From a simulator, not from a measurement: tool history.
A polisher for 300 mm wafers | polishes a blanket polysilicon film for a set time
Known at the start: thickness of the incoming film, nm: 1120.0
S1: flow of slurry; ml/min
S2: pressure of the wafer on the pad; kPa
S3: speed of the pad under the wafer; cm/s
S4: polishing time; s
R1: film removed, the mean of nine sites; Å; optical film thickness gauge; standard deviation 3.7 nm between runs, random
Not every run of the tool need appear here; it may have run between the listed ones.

run  hour   S1    S2   S3  S4      R1
  1     0  290  22.1  110  24  2683.1
  2   6.3  290  22.1  132  24  3073.3
  3  10.5  290  23.4  132  24    3330
  4  17.4  250  23.4  132  24  3241.8
  5  25.6  290  23.4  132  24  3300.1
  6  26.4  290  23.4  132  21  2869.7
  7  33.4  290  23.4  132  21  2922.1
  8  38.9  290  24.8  132  21  3081.1
  9  47.8  290  26.2  132  21  3198.4
 10  55.2  290  27.6  134  21    3391

Predict the results of run 11:
 11  63.8  290  28.3  136  21   ?

Run 11 produced R1 3545.7 Å.
